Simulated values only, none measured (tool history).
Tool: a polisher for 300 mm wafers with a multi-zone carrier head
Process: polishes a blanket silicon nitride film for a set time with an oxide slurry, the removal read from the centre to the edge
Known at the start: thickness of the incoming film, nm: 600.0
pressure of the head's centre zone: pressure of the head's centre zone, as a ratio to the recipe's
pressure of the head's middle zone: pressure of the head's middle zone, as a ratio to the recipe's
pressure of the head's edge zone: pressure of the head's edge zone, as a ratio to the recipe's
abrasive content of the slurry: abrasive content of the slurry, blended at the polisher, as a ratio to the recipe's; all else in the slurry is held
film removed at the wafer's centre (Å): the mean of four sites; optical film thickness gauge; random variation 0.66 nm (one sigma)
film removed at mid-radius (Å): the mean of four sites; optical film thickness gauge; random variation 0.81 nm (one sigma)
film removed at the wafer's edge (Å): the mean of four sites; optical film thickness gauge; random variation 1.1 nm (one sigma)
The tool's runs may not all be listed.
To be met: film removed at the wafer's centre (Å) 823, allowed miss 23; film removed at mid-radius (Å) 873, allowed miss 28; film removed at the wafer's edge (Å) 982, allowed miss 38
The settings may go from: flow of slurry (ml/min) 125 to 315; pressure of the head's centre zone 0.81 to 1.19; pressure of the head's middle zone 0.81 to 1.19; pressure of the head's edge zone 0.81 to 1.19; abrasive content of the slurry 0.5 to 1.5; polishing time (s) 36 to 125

run	day	flow of slurry (ml/min)	pressure of the head's centre zone	pressure of the head's middle zone	pressure of the head's edge zone	abrasive content of the slurry	polishing time (s)	film removed at the wafer's centre (Å)	film removed at mid-radius (Å)	film removed at the wafer's edge (Å)
1	0	205	1	1	1	1	80	675.3	673.03	668.54
2	0.162	205	0.97	0.99	1.06	1.15	82	727.39	723.64	750.86
3	0.517	205	0.93	0.99	1.1	1.25	83	727.7	761.3	811.13
4	0.8	215	0.92	0.99	1.13	1.35	84	756.9	812.68	853.95
5	0.846	215	0.92	0.99	1.08	1.35	84	765.15	787.51	826.51
6	0.967	215	0.92	0.91	1.08	1.35	84	755.41	737.27	813.59
7	1.029	200	0.92	0.93	1.11	1.4	86	791.72	797.2	880.82
8	1.129	190	0.92	0.94	1.14	1.45	86	790.5	791.39	894.85
9	1.383	195	0.91	0.95	1.16	1.45	87	786.27	809.52	916.63
10	1.583	200	0.91	0.96	1.17	1.45	88	802.24	815.01	937.46
11	1.742	205	0.91	0.98	1.18	1.45	88	802.65	843.45	933.16
12	1.896	200	0.91	0.98	1.18	1.45	89	805.71	857.95	947.39

Which of these 4 next moves meets every target?
A	2.05	175	0.86	0.93	1.12	1.5	97	?	?	?
B	2.05	265	0.95	1.08	1.11	1.4	84	?	?	?
C	2.05	200	0.89	0.89	1.19	1.5	92	?	?	?
D	2.05	215	0.89	1.01	1.12	1.2	93	?	?	?

move	film removed at the wafer's centre (Å)	film removed at mid-radius (Å)	film removed at the wafer's edge (Å)
A	825.85	872.68	1004.3
B	823.67	885.93	879.67
C	830.8	815.54	999.45
D	778.05	847.4	901.29
A: meets every target
B: further off than the last run
C: brings the result that was furthest off to its target, and leaves another outside
D: further off than the last run
Move A is the one to make.
